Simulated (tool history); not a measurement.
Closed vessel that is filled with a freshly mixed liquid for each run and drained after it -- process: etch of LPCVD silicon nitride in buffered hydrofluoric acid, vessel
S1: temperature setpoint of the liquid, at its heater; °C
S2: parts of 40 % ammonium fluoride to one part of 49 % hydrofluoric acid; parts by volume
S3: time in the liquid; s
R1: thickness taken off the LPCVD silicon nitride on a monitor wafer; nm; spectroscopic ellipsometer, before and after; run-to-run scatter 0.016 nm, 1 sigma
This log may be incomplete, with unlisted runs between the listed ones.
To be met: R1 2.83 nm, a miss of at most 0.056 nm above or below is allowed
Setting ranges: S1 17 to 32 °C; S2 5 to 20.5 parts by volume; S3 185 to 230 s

run 1 day=0 | S1=24 S2=12.5 S3=230 | R1=2.2163
run 2 day=0.283 | S1=24.5 S2=12.5 S3=230 | R1=2.2771
run 3 day=0.538 | S1=25 S2=12.5 S3=230 | R1=2.349
run 4 day=0.846 | S1=21.5 S2=12.5 S3=230 | R1=1.9274
run 5 day=1.162 | S1=21.5 S2=12.5 S3=230 | R1=1.9346
run 6 day=1.225 | S1=20.5 S2=12.5 S3=230 | R1=1.8311
run 7 day=1.5 | S1=21.5 S2=12.5 S3=230 | R1=1.9357
run 8 day=1.608 | S1=22.5 S2=12.5 S3=230 | R1=2.0163
run 9 day=1.942 | S1=26.5 S2=12.5 S3=230 | R1=2.5305
run 10 day=2.021 | S1=27.5 S2=12.5 S3=230 | R1=2.6613
run 11 day=2.275 | S1=28 S2=12.5 S3=230 | R1=2.7268

Next run, 4 choices. One meets every target within its allowed miss, the rest don't. Which?
run A day=2.529 | S1=27.5 S2=11 S3=225 | R1=?
run B day=2.529 | S1=27.5 S2=10 S3=205 | R1=?
run C day=2.529 | S1=30 S2=10.5 S3=190 | R1=?
run D day=2.529 | S1=30 S2=12 S3=205 | R1=?

move=A R1=2.9565
move=B R1=2.9555
move=C R1=2.9861
move=D R1=2.8287
A: takes the biggest miss from the last run beyond its target
B: takes the biggest miss from the last run beyond its target
C: takes the biggest miss from the last run beyond its target
D: each result inside its tolerance
The move that meets every target is D.
